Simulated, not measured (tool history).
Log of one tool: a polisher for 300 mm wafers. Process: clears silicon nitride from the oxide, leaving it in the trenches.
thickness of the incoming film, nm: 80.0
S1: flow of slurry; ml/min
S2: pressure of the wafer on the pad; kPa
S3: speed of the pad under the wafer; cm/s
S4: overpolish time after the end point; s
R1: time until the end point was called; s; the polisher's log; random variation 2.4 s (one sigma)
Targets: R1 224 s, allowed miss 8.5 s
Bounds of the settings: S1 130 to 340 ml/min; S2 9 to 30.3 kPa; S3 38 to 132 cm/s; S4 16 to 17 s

Run 1, hour 0: S1 220 ml/min, S2 19.3 kPa, S3 84 cm/s, S4 16 s. Result: R1 110.43 s.
Run 2, hour 3.9: S1 220 ml/min, S2 17.9 kPa, S3 82 cm/s, S4 16 s. Result: R1 116.35 s.
Run 3, hour 12: S1 220 ml/min, S2 22.1 kPa, S3 82 cm/s, S4 16 s. Result: R1 101.63 s.
Run 4, hour 15.1: S1 220 ml/min, S2 20.7 kPa, S3 78 cm/s, S4 16 s. Result: R1 111.93 s.
Run 5, hour 18.8: S1 220 ml/min, S2 20.7 kPa, S3 98 cm/s, S4 16 s. Result: R1 88.913 s.
Run 6, hour 21: S1 220 ml/min, S2 19.3 kPa, S3 92 cm/s, S4 16 s. Result: R1 102.03 s.
Run 7, hour 22.6: S1 210 ml/min, S2 13.8 kPa, S3 68 cm/s, S4 16 s. Result: R1 161.99 s.
Run 8, hour 24.1: S1 210 ml/min, S2 13.1 kPa, S3 66 cm/s, S4 16 s. Result: R1 169.49 s.
Run 9, hour 32.4: S1 210 ml/min, S2 12.4 kPa, S3 64 cm/s, S4 16 s. Result: R1 179.86 s.

Which of these 5 next moves meets every target?
Run A, hour 40.7: S1 175 ml/min, S2 10.3 kPa, S3 56 cm/s, S4 16 s. Result: R1 ?.
Run B, hour 40.7: S1 220 ml/min, S2 14.5 kPa, S3 78 cm/s, S4 16 s. Result: R1 ?.
Run C, hour 40.7: S1 260 ml/min, S2 14.5 kPa, S3 70 cm/s, S4 16 s. Result: R1 ?.
Run D, hour 40.7: S1 230 ml/min, S2 17.9 kPa, S3 56 cm/s, S4 17 s. Result: R1 ?.
Run E, hour 40.7: S1 185 ml/min, S2 19.3 kPa, S3 72 cm/s, S4 17 s. Result: R1 ?.

move      R1
   A  230.53
   B  141.14
   C   153.3
   D  164.94
   E  128.72
A: meets every target
B: further off than the last run
C: further off than the last run
D: further off than the last run
E: further off than the last run
Answer: A
